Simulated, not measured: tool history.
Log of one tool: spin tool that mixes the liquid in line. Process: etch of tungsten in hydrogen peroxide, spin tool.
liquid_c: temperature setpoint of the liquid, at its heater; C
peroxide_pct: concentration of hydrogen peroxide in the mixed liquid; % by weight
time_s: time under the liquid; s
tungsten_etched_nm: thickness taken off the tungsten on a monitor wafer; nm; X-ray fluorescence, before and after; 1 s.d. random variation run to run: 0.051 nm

run  hour  liquid_c  peroxide_pct  time_s  tungsten_etched_nm
  1   0.0      46.0          15.5      25              22.609
  2   7.0      46.0          15.5      25              22.510
  3   9.4      46.0          15.5      25              22.659
  4  11.9      45.0          15.5      25              21.396
  5  14.7      44.5          15.5      25              20.615
  6  21.3      44.0          15.5      25              19.983
  7  25.0      43.5          15.5      25              19.386

Run 8 is up next; what results do you expect?
  8  28.5      41.0          15.5      25                   ?

{"run 8": {"tungsten_etched_nm": 16.509}}

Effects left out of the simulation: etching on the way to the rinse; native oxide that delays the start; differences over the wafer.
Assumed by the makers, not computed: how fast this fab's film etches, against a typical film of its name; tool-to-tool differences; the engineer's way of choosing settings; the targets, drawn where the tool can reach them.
